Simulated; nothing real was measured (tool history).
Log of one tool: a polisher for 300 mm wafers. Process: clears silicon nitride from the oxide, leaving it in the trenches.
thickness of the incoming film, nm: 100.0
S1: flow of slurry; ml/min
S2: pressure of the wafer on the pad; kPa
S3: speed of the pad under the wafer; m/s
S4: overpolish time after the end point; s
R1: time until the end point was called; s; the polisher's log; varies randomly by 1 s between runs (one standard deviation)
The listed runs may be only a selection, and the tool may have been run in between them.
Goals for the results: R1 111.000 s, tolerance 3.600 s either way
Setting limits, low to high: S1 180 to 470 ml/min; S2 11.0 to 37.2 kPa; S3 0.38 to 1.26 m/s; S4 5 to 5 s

run	hour	S1	S2	S3	S4	R1
1	0.0	300	24.1	0.82	5	93.667
2	7.6	300	26.9	0.82	5	84.487
3	11.1	300	26.9	0.74	5	92.354
4	17.4	300	26.9	0.74	5	91.763
5	20.8	300	25.5	0.74	5	98.297
6	26.4	300	25.5	0.74	5	97.654
7	29.4	300	24.8	0.74	5	99.862
8	33.3	300	24.1	0.74	5	103.430

Which of these 4 next moves meets every target?
A	37.2	345	25.5	0.70	5	?
B	37.2	335	26.2	0.76	5	?
C	37.2	450	20.0	0.80	5	?
D	37.2	280	22.8	0.92	5	?

move	R1
A	103.950
B	93.789
C	113.430
D	90.909
A: nearer than the last run, and not there yet
B: misses by more than the last run did
C: each result inside its tolerance
D: misses by more than the last run did
Answer: C
